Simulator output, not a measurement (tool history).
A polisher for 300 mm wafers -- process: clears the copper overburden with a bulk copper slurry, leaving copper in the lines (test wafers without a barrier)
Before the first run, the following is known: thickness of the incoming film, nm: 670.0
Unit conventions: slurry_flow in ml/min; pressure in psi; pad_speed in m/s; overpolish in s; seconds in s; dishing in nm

run 1 hour=0.0 | slurry_flow=305 pressure=3.0 pad_speed=1.28 slurry_solids=1.00 overpolish=9 | seconds=50.487 dishing=65.988
run 2 hour=0.8 | slurry_flow=305 pressure=3.0 pad_speed=1.28 slurry_solids=1.10 overpolish=9 | seconds=49.253 dishing=65.310
run 3 hour=8.0 | slurry_flow=305 pressure=3.0 pad_speed=1.28 slurry_solids=1.10 overpolish=6 | seconds=49.435 dishing=47.396
run 4 hour=10.1 | slurry_flow=305 pressure=3.0 pad_speed=0.98 slurry_solids=1.10 overpolish=6 | seconds=62.212 dishing=39.604
run 5 hour=13.6 | slurry_flow=305 pressure=3.6 pad_speed=0.98 slurry_solids=1.10 overpolish=6 | seconds=53.949 dishing=46.541
run 6 hour=20.8 | slurry_flow=305 pressure=4.1 pad_speed=0.98 slurry_solids=1.10 overpolish=6 | seconds=45.021 dishing=50.640
run 7 hour=22.6 | slurry_flow=315 pressure=4.2 pad_speed=0.94 slurry_solids=1.20 overpolish=5 | seconds=48.452 dishing=44.258
run 8 hour=27.2 | slurry_flow=305 pressure=4.3 pad_speed=0.98 slurry_solids=1.25 overpolish=5 | seconds=43.986 dishing=45.447
run 9 hour=30.0 | slurry_flow=280 pressure=4.4 pad_speed=0.98 slurry_solids=1.30 overpolish=5 | seconds=41.961 dishing=48.620
run 10 hour=31.0 | slurry_flow=320 pressure=4.4 pad_speed=1.00 slurry_solids=1.35 overpolish=5 | seconds=40.386 dishing=50.235
run 11 hour=33.3 | slurry_flow=295 pressure=4.4 pad_speed=1.02 slurry_solids=1.30 overpolish=5 | seconds=40.453 dishing=49.865
run 12 hour=36.1 | slurry_flow=295 pressure=4.4 pad_speed=1.00 slurry_solids=1.35 overpolish=5 | seconds=40.951 dishing=48.949
run 13 hour=37.8 | slurry_flow=275 pressure=4.4 pad_speed=0.98 slurry_solids=1.40 overpolish=5 | seconds=42.028 dishing=48.294

Estimate the outcome of run 14 from the log above:
run 14 hour=45.3 | slurry_flow=285 pressure=4.4 pad_speed=0.98 slurry_solids=1.40 overpolish=5 | seconds=? dishing=?

seconds: 42.407 s
dishing: 48.801 nm

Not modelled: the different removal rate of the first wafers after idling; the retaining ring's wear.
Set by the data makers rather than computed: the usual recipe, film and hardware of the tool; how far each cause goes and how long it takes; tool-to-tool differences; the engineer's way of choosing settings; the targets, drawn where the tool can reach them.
